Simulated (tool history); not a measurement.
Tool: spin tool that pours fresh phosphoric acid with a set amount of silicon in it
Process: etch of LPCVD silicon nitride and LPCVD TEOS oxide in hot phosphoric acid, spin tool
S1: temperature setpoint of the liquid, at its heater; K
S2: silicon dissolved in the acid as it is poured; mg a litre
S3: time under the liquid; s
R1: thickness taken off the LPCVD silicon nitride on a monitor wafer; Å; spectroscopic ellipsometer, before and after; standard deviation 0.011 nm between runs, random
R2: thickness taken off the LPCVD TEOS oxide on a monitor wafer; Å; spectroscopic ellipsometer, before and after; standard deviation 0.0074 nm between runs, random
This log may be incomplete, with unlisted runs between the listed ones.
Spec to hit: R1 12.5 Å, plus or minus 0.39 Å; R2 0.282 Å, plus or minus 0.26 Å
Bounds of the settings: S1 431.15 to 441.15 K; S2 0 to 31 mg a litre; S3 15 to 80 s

run    day      S1    S2  S3      R1       R2
  1      0  436.15  13.5  40  35.636  0.50579
  2  0.338  434.65    11  30  25.338  0.54794
  3  0.358  436.65    11  30  27.266   0.6458
  4  0.404  434.65   7.5  25  21.179  0.52934
  5  0.508  433.15   7.5  25  20.488  0.48393
  6  0.662  432.65     5  20  15.772  0.50237
  7  0.871  432.15     5  20  15.566  0.39277
  8  1.192  431.65   4.5  20  15.268  0.32399
  9  1.375  431.65   3.5  20  15.163   0.3116
 10  1.733  431.65   2.5  20  15.371  0.31858
 11  1.996  431.65   2.5  20  15.284  0.43081
 12  2.058  431.15     8  15  11.226  0.22839
 13  2.304  431.65     8  15  11.466  0.33315
 14  2.454  431.65   7.5  15  11.401  0.29012
 15  2.717  432.15   7.5  15  11.721  0.20997
 16  3.025  432.15     7  15  11.671   0.3267
 17  3.392  432.15   6.5  15    11.7  0.29841

Exercise: of the 4 proposed moves below, exactly one satisfies all targets within the stated allowed misses. Which move is it?
  A  3.758  434.15    0  15   ?   ?
  B  3.758  432.15    4  15   ?   ?
  C  3.758  431.65    6  15   ?   ?
  D  3.758  431.65  3.5  15   ?   ?

move      R1       R2
   A  12.395  0.18139
   B   11.59  0.14503
   C  11.396  0.13425
   D  11.396   0.1411
A: each result inside its tolerance
B: the biggest miss grows against the last run
C: the biggest miss grows against the last run
D: the biggest miss grows against the last run
Go with A: it meets all targets.
